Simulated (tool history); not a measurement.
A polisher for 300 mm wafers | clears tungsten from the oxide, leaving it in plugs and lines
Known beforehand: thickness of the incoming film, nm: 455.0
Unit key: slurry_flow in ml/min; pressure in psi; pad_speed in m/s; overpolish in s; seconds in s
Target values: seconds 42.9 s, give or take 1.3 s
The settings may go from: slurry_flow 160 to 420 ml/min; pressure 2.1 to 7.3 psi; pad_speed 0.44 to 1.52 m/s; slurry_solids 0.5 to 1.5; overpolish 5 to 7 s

run,hour,slurry_flow,pressure,pad_speed,slurry_solids,overpolish,seconds
1,0,270,4.7,0.98,1,7,67.067
2,9,270,5,0.98,1,7,62.633
3,10.3,270,5.6,0.98,1,7,56.266
4,10.9,270,5.8,0.98,1,7,54.665
5,18.9,270,6,0.98,1,7,53.039
6,24.7,270,6.2,0.98,1,7,50.903
7,26.4,270,6.3,0.98,1,7,49.577
8,32,270,6.4,0.98,1,7,49.04
9,36.9,270,6.5,0.98,1,7,48.881
10,44.8,270,6.6,0.98,1,7,47.578
11,48.3,270,6.7,0.98,1,7,46.888
12,57.3,270,6.8,0.98,1,7,46.579
13,62.6,270,6.9,0.98,1,7,45.213
14,64,275,7.1,0.98,1,7,44.656

Which one of the following 4 next-run settings gets every result inside its allowed miss? There is exactly one.
A,65.4,260,7.3,1,0.9,7,?
B,65.4,300,7.3,0.9,1,5,?
C,65.4,255,6.5,1.04,1,7,?
D,65.4,320,7.2,0.86,1.3,7,?

move,seconds
A,43.126
B,46.095
C,45.666
D,46.002
A: every result within its allowed miss
B: misses by more than the last run did
C: misses by more than the last run did
D: misses by more than the last run did
A meets every target.

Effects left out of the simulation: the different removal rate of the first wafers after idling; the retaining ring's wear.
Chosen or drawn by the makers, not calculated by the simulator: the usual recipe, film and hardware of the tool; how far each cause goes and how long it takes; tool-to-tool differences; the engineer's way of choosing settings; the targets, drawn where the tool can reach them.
